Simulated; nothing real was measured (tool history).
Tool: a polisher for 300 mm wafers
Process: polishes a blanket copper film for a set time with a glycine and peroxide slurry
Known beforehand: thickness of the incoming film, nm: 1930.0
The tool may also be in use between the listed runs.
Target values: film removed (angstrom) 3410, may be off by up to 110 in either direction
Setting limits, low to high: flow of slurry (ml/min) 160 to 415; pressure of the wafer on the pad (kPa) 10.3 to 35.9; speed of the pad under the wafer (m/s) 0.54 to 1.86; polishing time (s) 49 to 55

run	day	flow of slurry (ml/min)	pressure of the wafer on the pad (kPa)	speed of the pad under the wafer (m/s)	polishing time (s)	film removed (angstrom)
1	0	265	22.8	1.18	55	4269.7
2	0.271	200	22.8	1.18	55	4163.4
3	0.538	200	28.3	1.18	55	5045.1
4	0.625	175	28.3	1.18	55	5006.5
5	0.862	175	26.2	1.18	55	4670.3
6	1.083	175	26.2	1.18	49	4101
7	1.125	175	25.5	1.18	49	4038.5
8	1.162	175	20	1.16	49	3279.6
9	1.446	180	20	1.16	49	3282.5
10	1.508	185	20	1.16	49	3262.3
11	1.592	190	20	1.16	49	3271.3
12	1.958	195	20	1.16	49	3293.2

Exercise: of the 4 proposed moves below, exactly one satisfies all targets within the stated allowed misses. Which move is it?
A	2.325	205	18.6	1.16	49	?
B	2.325	180	24.8	0.88	49	?
C	2.325	185	19.3	1.2	51	?
D	2.325	160	22.1	0.88	53	?

move	film removed (angstrom)
A	3162.8
B	3229.3
C	3449.6
D	3125.7
A: misses by more than the last run did
B: misses by more than the last run did
C: in spec on every target
D: misses by more than the last run did
Move C is the one to make.

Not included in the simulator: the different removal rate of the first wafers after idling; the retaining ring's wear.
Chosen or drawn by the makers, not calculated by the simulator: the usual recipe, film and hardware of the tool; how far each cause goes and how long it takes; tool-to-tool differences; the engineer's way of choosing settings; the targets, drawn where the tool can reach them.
